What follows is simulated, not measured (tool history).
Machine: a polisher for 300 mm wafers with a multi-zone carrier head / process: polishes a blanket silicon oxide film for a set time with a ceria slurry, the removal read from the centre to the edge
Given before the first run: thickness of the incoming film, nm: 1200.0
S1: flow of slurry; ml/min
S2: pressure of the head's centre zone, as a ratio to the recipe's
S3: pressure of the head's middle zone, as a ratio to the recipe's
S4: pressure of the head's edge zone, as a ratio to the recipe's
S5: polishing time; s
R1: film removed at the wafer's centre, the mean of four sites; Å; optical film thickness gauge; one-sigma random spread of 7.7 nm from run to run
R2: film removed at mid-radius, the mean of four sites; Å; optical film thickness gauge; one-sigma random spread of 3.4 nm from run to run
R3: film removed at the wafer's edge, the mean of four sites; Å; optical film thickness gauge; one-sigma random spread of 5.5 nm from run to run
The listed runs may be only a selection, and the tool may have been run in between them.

| run | day | S1 | S2 | S3 | S4 | S5 | R1 | R2 | R3 |
|---|---|---|---|---|---|---|---|---|---|
| 1 | 0 | 270 | 1 | 1 | 1 | 85 | 4210.5 | 4296.3 | 4303.9 |
| 2 | 0.05 | 305 | 1 | 1 | 1 | 85 | 4344.1 | 4331.8 | 4218.7 |
| 3 | 0.246 | 305 | 1 | 1 | 1 | 71 | 3532 | 3617.3 | 3522.7 |
| 4 | 0.379 | 305 | 1 | 0.96 | 1 | 71 | 3613.2 | 3519.7 | 3553.1 |
| 5 | 0.642 | 305 | 1 | 0.96 | 1 | 81 | 4162.8 | 4005.3 | 4041.3 |
| 6 | 0.812 | 280 | 1.02 | 0.97 | 1.04 | 86 | 4418.7 | 4255.8 | 4361.6 |
| 7 | 0.842 | 260 | 1.02 | 0.97 | 1.06 | 90 | 4518 | 4351.3 | 4563.7 |

Forecast run 8:
| 8 | 1.079 | 260 | 1.02 | 0.97 | 1.06 | 90 | ? | ? | ? |

Run 8 produced R1 4534.6 Å, R2 4352.9 Å, R3 4560.2 Å.
